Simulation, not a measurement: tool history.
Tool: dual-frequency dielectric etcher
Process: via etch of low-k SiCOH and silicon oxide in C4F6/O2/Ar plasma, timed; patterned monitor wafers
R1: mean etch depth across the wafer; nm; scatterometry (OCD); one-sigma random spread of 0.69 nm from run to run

{"run": 1, "hour": 0.0, "source power (W)": 310, "bias power (W)": 252, "etch time (s)": 62, "R1": 151.71}
{"run": 2, "hour": 6.4, "source power (W)": 340, "bias power (W)": 252, "etch time (s)": 62, "R1": 158.47}
{"run": 3, "hour": 14.5, "source power (W)": 360, "bias power (W)": 259, "etch time (s)": 62, "R1": 162.56}
{"run": 4, "hour": 16.4, "source power (W)": 340, "bias power (W)": 259, "etch time (s)": 62, "R1": 160.15}
{"run": 5, "hour": 21.2, "source power (W)": 340, "bias power (W)": 228, "etch time (s)": 62, "R1": 152.17}
{"run": 6, "hour": 23.1, "source power (W)": 340, "bias power (W)": 228, "etch time (s)": 62, "R1": 150.18}
{"run": 7, "hour": 31.6, "source power (W)": 360, "bias power (W)": 243, "etch time (s)": 62.5, "R1": 159.66}
{"run": 8, "hour": 32.9, "source power (W)": 370, "bias power (W)": 255, "etch time (s)": 63, "R1": 165.17}
{"hour": 35.2, "done": "wet clean of the chamber"}
{"run": 9, "hour": 35.2, "source power (W)": 380, "bias power (W)": 266, "etch time (s)": 63.5, "R1": 179.77}
{"run": 10, "hour": 42.6, "source power (W)": 380, "bias power (W)": 267, "etch time (s)": 63.5, "R1": 178.74}

What will run 11 give?
{"run": 11, "hour": 46.0, "source power (W)": 380, "bias power (W)": 268, "etch time (s)": 63.5, "R1": "?"}

R1: 178.76 nm
